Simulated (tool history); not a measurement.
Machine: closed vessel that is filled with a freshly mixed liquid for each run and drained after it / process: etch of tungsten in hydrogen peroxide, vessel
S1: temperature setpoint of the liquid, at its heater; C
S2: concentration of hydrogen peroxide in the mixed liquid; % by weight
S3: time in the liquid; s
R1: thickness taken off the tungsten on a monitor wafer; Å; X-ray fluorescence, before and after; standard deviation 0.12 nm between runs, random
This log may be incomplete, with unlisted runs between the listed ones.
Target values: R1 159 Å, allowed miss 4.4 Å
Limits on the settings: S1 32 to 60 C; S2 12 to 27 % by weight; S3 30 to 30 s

run	hour	S1	S2	S3	R1
1	0	44	18	30	296.52
2	3.3	43	18	30	277.92
3	4.7	43	18	30	277.71
4	6.4	43	16	30	259.87
5	12.3	42	16	30	241.44
6	16.4	42	12.5	30	218.36
7	21.7	36	12.5	30	146.29
# hour 22.7: thermometer replaced
8	22.7	36.5	12.5	30	170.17

Which one of the following 4 next-run settings gets every result inside its allowed miss? There is exactly one.
A	23.7	35.5	12	30	?
B	23.7	34	13	30	?
C	23.7	34.5	12	30	?
D	23.7	33.5	14.5	30	?

move	R1
A	158.68
B	149.29
C	148.36
D	152.42
A: every result within its allowed miss
B: the result that was furthest off in the last run now lies on the other side of its target
C: the result that was furthest off in the last run now lies on the other side of its target
D: the result that was furthest off in the last run now lies on the other side of its target
A meets every target.

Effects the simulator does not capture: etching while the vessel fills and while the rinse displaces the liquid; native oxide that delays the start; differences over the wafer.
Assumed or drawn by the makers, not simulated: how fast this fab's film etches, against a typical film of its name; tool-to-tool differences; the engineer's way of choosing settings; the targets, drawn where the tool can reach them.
